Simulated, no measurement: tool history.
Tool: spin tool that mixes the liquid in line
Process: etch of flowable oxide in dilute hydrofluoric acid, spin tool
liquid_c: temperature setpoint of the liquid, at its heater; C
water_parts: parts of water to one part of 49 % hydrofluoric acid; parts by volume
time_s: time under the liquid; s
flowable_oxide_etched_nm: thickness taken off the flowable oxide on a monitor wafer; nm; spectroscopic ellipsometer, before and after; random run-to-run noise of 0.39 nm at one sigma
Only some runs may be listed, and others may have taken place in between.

{"run": 1, "day": 0.0, "liquid_c": 24, "water_parts": 185, "time_s": 185, "flowable_oxide_etched_nm": 19.378}
{"run": 2, "day": 0.233, "liquid_c": 26, "water_parts": 155, "time_s": 185, "flowable_oxide_etched_nm": 26.253}
{"run": 3, "day": 0.258, "liquid_c": 26, "water_parts": 155, "time_s": 195, "flowable_oxide_etched_nm": 27.758}
{"run": 4, "day": 0.342, "liquid_c": 24, "water_parts": 155, "time_s": 195, "flowable_oxide_etched_nm": 25.711}
{"run": 5, "day": 0.646, "liquid_c": 26.5, "water_parts": 140, "time_s": 195, "flowable_oxide_etched_nm": 31.918}
{"run": 6, "day": 0.95, "liquid_c": 26.5, "water_parts": 140, "time_s": 185, "flowable_oxide_etched_nm": 30.43}

Expected results for the next run?
{"run": 7, "day": 1.288, "liquid_c": 30.5, "water_parts": 80, "time_s": 185, "flowable_oxide_etched_nm": "?"}

Run 7 gave flowable_oxide_etched_nm 66.281 nm.

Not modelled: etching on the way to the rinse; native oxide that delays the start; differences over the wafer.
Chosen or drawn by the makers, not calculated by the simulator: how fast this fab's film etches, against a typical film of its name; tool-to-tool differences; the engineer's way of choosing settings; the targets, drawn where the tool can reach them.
